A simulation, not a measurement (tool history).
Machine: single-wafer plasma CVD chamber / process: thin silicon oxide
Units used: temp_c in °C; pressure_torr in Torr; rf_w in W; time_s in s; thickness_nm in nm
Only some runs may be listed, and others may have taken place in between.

run	hour	temp_c	pressure_torr	rf_w	time_s	thickness_nm
1	0	395	0.959	320	4.71	9.8681
2	8	395	0.877	315	4.7	9.1355
3	14.2	395	0.823	310	4.69	8.6085
4	17.7	395	0.79	310	4.69	8.3836
5	22.5	395	0.79	310	4.71	8.3846
6	25.7	395	0.956	310	4.71	9.6642

Run 7 has not been measured yet. What should we expect?
7	31.3	395	0.884	305	4.7	?

{"run 7": {"thickness_nm": 9.043}}
